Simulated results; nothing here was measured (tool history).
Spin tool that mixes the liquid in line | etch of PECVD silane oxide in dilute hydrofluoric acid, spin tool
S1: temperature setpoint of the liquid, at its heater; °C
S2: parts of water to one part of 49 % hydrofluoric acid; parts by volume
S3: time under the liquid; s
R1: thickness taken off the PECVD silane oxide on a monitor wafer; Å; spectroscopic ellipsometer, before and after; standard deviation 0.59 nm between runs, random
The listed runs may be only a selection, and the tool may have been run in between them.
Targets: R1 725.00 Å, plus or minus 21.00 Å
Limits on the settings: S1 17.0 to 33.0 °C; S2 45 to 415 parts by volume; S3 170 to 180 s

| run | hour | S1 | S2 | S3 | R1 |
|---|---|---|---|---|---|
| 1 | 0.0 | 25.0 | 230 | 170 | 317.94 |
| 2 | 4.7 | 26.0 | 215 | 170 | 364.67 |
| 3 | 7.6 | 23.5 | 215 | 170 | 339.02 |
| 4 | 15.0 | 20.0 | 215 | 170 | 292.08 |
| 5 | 20.3 | 20.0 | 275 | 170 | 213.20 |
| 6 | 26.2 | 21.5 | 255 | 170 | 252.09 |
| 7 | 28.2 | 23.0 | 240 | 170 | 290.22 |
| 8 | 29.7 | 24.0 | 225 | 170 | 317.09 |
| 9 | 33.2 | 25.0 | 210 | 170 | 360.69 |
| 10 | 36.0 | 26.0 | 200 | 170 | 394.35 |
| 11 | 39.4 | 27.0 | 190 | 170 | 444.39 |
| 12 | 41.8 | 27.5 | 185 | 170 | 470.03 |

Next run, 5 choices. One meets every target within its allowed miss, the rest don't. Which?
| A | 44.2 | 27.5 | 160 | 180 | ? |
| B | 44.2 | 28.0 | 135 | 180 | ? |
| C | 44.2 | 29.5 | 120 | 180 | ? |
| D | 44.2 | 29.0 | 165 | 175 | ? |
| E | 44.2 | 33.0 | 310 | 170 | ? |

| move | R1 |
|---|---|
| A | 590.02 |
| B | 734.90 |
| C | 891.48 |
| D | 583.70 |
| E | 289.69 |
A: nearer the targets than the last run, but a result is still out of spec
B: all results in spec
C: carries the result that was furthest off beyond its target, to the other side
D: nearer the targets than the last run, but a result is still out of spec
E: the biggest miss grows against the last run
The move that meets every target is B.
